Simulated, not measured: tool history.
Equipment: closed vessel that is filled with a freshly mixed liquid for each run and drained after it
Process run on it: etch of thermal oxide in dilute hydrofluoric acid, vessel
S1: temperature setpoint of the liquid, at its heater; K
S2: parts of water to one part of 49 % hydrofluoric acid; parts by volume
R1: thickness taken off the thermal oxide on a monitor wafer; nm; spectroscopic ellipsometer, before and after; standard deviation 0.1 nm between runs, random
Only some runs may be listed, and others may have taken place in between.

Run 1, hour 0.0: S1 293.15 K, S2 295 parts by volume, time in the liquid (s) 1320. Result: R1 15.5000 nm.
Run 2, hour 3.1: S1 293.15 K, S2 295 parts by volume, time in the liquid (s) 1415. Result: R1 16.7500 nm.
Run 3, hour 10.1: S1 290.65 K, S2 295 parts by volume, time in the liquid (s) 1415. Result: R1 14.8240 nm.
Run 4, hour 16.8: S1 290.65 K, S2 320 parts by volume, time in the liquid (s) 1415. Result: R1 13.5740 nm.
Run 5, hour 17.5: S1 290.65 K, S2 245 parts by volume, time in the liquid (s) 1415. Result: R1 18.8860 nm.
At hour 18.7: thermometer replaced.
Run 6, hour 18.7: S1 290.65 K, S2 280 parts by volume, time in the liquid (s) 1415. Result: R1 16.8320 nm.
Run 7, hour 21.2: S1 290.65 K, S2 310 parts by volume, time in the liquid (s) 1415. Result: R1 15.1930 nm.

Forecast run 8:
Run 8, hour 22.9: S1 290.15 K, S2 430 parts by volume, time in the liquid (s) 1410. Result: R1 ?.

R1: 9.4117 nm

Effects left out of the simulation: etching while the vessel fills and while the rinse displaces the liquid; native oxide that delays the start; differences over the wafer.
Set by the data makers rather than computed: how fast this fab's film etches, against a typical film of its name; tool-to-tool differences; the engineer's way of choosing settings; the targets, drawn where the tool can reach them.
